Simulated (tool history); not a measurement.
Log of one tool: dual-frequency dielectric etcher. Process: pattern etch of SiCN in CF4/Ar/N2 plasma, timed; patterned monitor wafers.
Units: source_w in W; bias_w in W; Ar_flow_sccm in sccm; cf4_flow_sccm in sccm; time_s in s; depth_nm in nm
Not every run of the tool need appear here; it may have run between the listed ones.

run  hour  source_w  bias_w  Ar_flow_sccm  cf4_flow_sccm  time_s  depth_nm
  1   0.0       480      92           137             76   108.5    98.662
  2   1.2       480      79           137             76   108.5    92.094
  3   4.0       480      79           113             76   108.5    95.004
  4  12.9       480      79           113             76   108.5    94.552
  5  20.9       490      79           113             76   108.5    96.689
  6  23.5       500      79           113             76   108.5    98.402
  7  25.1       510      79           113             76   108.5    99.882
  8  29.4       520      79           113             76   108.5   102.760

The next listed run, before its measurement:
  9  36.0       550      79           113             76   108.5         ?

depth_nm: 108.330 nm

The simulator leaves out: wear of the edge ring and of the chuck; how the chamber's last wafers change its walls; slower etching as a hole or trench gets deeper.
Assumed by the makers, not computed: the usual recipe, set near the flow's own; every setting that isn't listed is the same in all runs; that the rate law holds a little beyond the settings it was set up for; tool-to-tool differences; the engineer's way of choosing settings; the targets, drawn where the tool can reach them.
